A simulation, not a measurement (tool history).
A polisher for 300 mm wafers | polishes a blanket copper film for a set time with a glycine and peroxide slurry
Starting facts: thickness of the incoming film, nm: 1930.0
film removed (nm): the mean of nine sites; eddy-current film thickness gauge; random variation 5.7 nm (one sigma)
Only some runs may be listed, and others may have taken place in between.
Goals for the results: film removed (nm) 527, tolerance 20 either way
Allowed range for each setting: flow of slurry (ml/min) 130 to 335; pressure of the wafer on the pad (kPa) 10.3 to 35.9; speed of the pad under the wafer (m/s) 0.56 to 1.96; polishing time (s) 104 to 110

| run | hour | flow of slurry (ml/min) | pressure of the wafer on the pad (kPa) | speed of the pad under the wafer (m/s) | polishing time (s) | film removed (nm) |
|---|---|---|---|---|---|---|
| 1 | 0 | 215 | 22.8 | 1.26 | 104 | 790.92 |
| 2 | 9 | 215 | 21.4 | 1.26 | 104 | 765.41 |
| 3 | 12 | 215 | 20 | 1.26 | 104 | 714.2 |
| 4 | 13.4 | 215 | 20 | 1.26 | 104 | 722.48 |
| 5 | 15.4 | 215 | 20 | 1.56 | 104 | 844.02 |
| 6 | 21.7 | 215 | 26.2 | 1.56 | 104 | 1047.6 |
| 7 | 24 | 205 | 19.3 | 1.34 | 104 | 718.65 |
| 8 | 28.4 | 200 | 17.9 | 1.34 | 104 | 673.8 |
|  | 34.9 | head pressure recalibrated |
| 9 | 34.9 | 195 | 11 | 1.32 | 104 | 473.69 |
| 10 | 41.8 | 200 | 11 | 1.32 | 104 | 474.13 |

Next run, 4 choices. One meets every target within its allowed miss, the rest don't. Which?
| A | 48.7 | 195 | 11.7 | 1.08 | 108 | ? |
| B | 48.7 | 260 | 10.3 | 1.28 | 105 | ? |
| C | 48.7 | 140 | 11 | 1.34 | 107 | ? |
| D | 48.7 | 240 | 13.1 | 1.28 | 106 | ? |

| move | film removed (nm) |
|---|---|
| A | 440.11 |
| B | 458.68 |
| C | 454 |
| D | 526.11 |
A: its largest miss is bigger than the last run's
B: its largest miss is bigger than the last run's
C: its largest miss is bigger than the last run's
D: every result lands within tolerance
The move that meets every target is D.

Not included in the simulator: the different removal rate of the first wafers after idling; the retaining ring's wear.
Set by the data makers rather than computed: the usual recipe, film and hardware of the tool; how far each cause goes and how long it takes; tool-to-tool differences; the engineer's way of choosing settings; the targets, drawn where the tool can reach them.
